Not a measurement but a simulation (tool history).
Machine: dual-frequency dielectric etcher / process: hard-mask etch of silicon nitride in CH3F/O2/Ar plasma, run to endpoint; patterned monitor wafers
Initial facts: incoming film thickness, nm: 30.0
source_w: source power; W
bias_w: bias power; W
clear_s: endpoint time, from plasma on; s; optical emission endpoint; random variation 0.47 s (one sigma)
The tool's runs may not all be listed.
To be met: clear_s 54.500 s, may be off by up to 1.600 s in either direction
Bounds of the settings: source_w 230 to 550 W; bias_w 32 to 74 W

| run | hour | source_w | bias_w | clear_s |
|---|---|---|---|---|
| 1 | 0.0 | 390 | 53 | 45.908 |
| 2 | 4.9 | 430 | 53 | 43.746 |
| 3 | 9.0 | 480 | 53 | 40.972 |
| 4 | 16.7 | 440 | 53 | 42.418 |
| 5 | 20.2 | 370 | 53 | 48.014 |
| 6 | 22.9 | 360 | 53 | 48.478 |
| 7 | 24.7 | 350 | 53 | 49.421 |
| 8 | 28.6 | 340 | 53 | 49.312 |
| 9 | 29.2 | 260 | 45 | 64.234 |
| 10 | 33.4 | 260 | 45 | 63.939 |
| 11 | 38.7 | 280 | 45 | 59.819 |
| 12 | 42.5 | 280 | 45 | 59.849 |
| 13 | 50.3 | 290 | 45 | 59.049 |
| 14 | 55.0 | 290 | 45 | 57.823 |
| 15 | 58.2 | 300 | 45 | 57.017 |

Which single option among these 5 for the next run brings every result within its allowed miss of target? Just one does.
| A | 61.4 | 270 | 54 | ? |
| B | 61.4 | 360 | 45 | ? |
| C | 61.4 | 300 | 52 | ? |
| D | 61.4 | 280 | 47 | ? |
| E | 61.4 | 300 | 36 | ? |

| move | clear_s |
|---|---|
| A | 58.940 |
| B | 49.960 |
| C | 54.780 |
| D | 59.291 |
| E | 59.769 |
A: the biggest miss grows against the last run
B: carries the result that was furthest off beyond its target, to the other side
C: all results land within tolerance of their targets
D: the biggest miss grows against the last run
E: the biggest miss grows against the last run
C meets every target.
